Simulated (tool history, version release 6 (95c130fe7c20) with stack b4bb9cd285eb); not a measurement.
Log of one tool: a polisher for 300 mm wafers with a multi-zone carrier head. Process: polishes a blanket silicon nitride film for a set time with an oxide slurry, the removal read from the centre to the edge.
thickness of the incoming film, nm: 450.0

run	hour	flow of slurry (ml/min)	pressure of the head's centre zone	pressure of the head's middle zone	pressure of the head's edge zone	abrasive content of the slurry	polishing time (s)	film removed at the wafer's centre (nm)	film removed at mid-radius (nm)	film removed at the wafer's edge (nm)
1	0	165	1	1	1	1	45	32.863	32.958	31.373
2	8.8	150	1	1	1	1	45	31.992	33.091	32.059
3	16.5	150	1	1	0.94	1	45	32.015	32.447	30.949
4	20.1	150	1.07	1	0.94	1	45	33.852	31.961	30.869
5	21.5	150	1.07	1.06	0.94	1	45	34.146	34.249	30.852
6	28.7	190	1.07	1.06	0.94	1	45	35.214	35.736	32.265
7	36.1	175	1.01	1.04	0.92	0.85	43	29.885	31.256	26.853
8	44.1	160	0.96	1.02	0.97	0.75	41	25.538	27.138	25.642
9	50.5	155	0.92	1.01	0.94	0.7	41	23.772	25.913	23.892
10	58.3	155	0.92	1.01	0.94	0.7	41	23.561	25.945	24.49
11	66.2	155	0.9	1.01	0.91	0.65	40	22.23	24.659	22.39
12	74.9	145	0.88	1	0.89	0.65	40	21.417	24.08	21.736
13	82.8	135	0.86	0.99	0.88	0.65	40	20.748	24.107	21.966
14	83.4	140	0.84	0.97	0.85	0.5	39	17.819	20.642	18.7
15	87.5	145	0.84	0.98	0.87	0.5	39	17.748	20.649	19.14

Forecast run 16:
16	90.4	150	0.85	0.99	0.88	0.5	39	?	?	?

{"run 16": {"film removed at the wafer's centre (nm)": 18.195, "film removed at mid-radius (nm)": 20.218, "film removed at the wafer's edge (nm)": 19.44}}

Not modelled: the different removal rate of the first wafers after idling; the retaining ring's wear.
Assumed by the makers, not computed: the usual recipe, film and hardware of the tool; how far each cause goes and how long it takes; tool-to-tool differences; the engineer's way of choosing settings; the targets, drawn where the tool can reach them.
